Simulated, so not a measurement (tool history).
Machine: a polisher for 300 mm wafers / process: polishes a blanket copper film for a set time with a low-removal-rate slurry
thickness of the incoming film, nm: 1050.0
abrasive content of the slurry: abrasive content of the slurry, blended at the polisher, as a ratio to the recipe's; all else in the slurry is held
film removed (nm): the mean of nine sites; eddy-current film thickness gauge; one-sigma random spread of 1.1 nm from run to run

| run | day | flow of slurry (ml/min) | pressure of the wafer on the pad (kPa) | speed of the pad under the wafer (m/s) | abrasive content of the slurry | polishing time (s) | film removed (nm) |
|---|---|---|---|---|---|---|---|
| 1 | 0 | 170 | 17.2 | 1.4 | 1 | 65 | 199.97 |
| 2 | 0.288 | 205 | 17.2 | 1.4 | 1 | 65 | 202.19 |
| 3 | 0.646 | 205 | 14.5 | 1.4 | 1 | 65 | 173.22 |
| 4 | 1.017 | 180 | 14.5 | 1.4 | 1 | 65 | 168.29 |
| 5 | 1.383 | 180 | 14.5 | 1.4 | 0.9 | 65 | 166.53 |
| 6 | 1.488 | 180 | 14.5 | 1.4 | 0.9 | 65 | 167.06 |
| 7 | 1.538 | 180 | 13.1 | 1.4 | 0.9 | 65 | 150.61 |
| 8 | 1.688 | 175 | 12.4 | 1.4 | 0.9 | 65 | 143.35 |

The next listed run, before its measurement:
| 9 | 1.883 | 170 | 11.7 | 1.4 | 0.9 | 65 | ? |

Run 9 yielded film removed (nm) 136.86.

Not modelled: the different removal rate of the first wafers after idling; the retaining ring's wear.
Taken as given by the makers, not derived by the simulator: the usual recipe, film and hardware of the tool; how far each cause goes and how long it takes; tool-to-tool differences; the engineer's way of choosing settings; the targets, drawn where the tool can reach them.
